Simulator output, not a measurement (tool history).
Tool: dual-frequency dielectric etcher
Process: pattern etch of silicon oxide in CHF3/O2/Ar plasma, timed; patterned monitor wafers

run,hour,source power (kW),bias power (kW),etch time (s),mean etch depth across the wafer (nm)
1,0.0,0.890,0.140,532.5,1138.2
2,3.7,0.890,0.140,554.5,1183.2
3,7.8,0.890,0.126,554.5,1147.3
4,15.0,0.940,0.126,554.5,1192.7
5,22.6,0.900,0.125,554.5,1159.0
6,24.0,0.770,0.125,554.5,1078.2
7,27.3,0.750,0.125,554.5,1054.4
8,36.2,0.740,0.125,554.5,1043.7
9,43.3,0.730,0.125,554.5,1045.5

For run 10, what comes out?
10,44.8,0.720,0.125,554.5,?

{"run 10": {"mean etch depth across the wafer (nm)": 1038.5}}
